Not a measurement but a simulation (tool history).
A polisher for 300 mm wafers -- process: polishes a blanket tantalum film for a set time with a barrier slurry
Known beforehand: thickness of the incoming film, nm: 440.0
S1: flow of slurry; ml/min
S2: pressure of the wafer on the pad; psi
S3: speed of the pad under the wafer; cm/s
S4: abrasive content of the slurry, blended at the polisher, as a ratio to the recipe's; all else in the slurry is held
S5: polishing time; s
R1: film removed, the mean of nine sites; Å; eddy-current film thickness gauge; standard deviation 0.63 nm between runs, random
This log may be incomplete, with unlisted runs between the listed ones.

{"run": 1, "hour": 0.0, "S1": 230, "S2": 2.1, "S3": 100, "S4": 1, "S5": 38, "R1": 662.57}
{"run": 2, "hour": 7.3, "S1": 230, "S2": 1.7, "S3": 100, "S4": 1, "S5": 38, "R1": 556.45}
{"run": 3, "hour": 10.0, "S1": 235, "S2": 1.9, "S3": 100, "S4": 1, "S5": 38, "R1": 605.82}
{"run": 4, "hour": 17.6, "S1": 235, "S2": 1.9, "S3": 100, "S4": 0.85, "S5": 38, "R1": 568.91}
{"run": 5, "hour": 24.9, "S1": 240, "S2": 2.1, "S3": 100, "S4": 0.85, "S5": 38, "R1": 622.5}
{"run": 6, "hour": 26.4, "S1": 240, "S2": 2.1, "S3": 100, "S4": 0.7, "S5": 38, "R1": 562.93}
{"run": 7, "hour": 27.5, "S1": 240, "S2": 2.1, "S3": 100, "S4": 0.7, "S5": 38, "R1": 560.53}
{"run": 8, "hour": 30.7, "S1": 245, "S2": 2.3, "S3": 100, "S4": 0.7, "S5": 38, "R1": 605.13}
{"run": 9, "hour": 32.4, "S1": 245, "S2": 2.5, "S3": 100, "S4": 0.7, "S5": 38, "R1": 655.29}
{"run": 10, "hour": 37.1, "S1": 245, "S2": 2.7, "S3": 100, "S4": 0.7, "S5": 38, "R1": 693.94}

Run 11 has not been measured yet. What should we expect?
{"run": 11, "hour": 42.5, "S1": 270, "S2": 3.2, "S3": 106, "S4": 0.7, "S5": 38, "R1": "?"}

{"run 11": {"R1": 840.32}}

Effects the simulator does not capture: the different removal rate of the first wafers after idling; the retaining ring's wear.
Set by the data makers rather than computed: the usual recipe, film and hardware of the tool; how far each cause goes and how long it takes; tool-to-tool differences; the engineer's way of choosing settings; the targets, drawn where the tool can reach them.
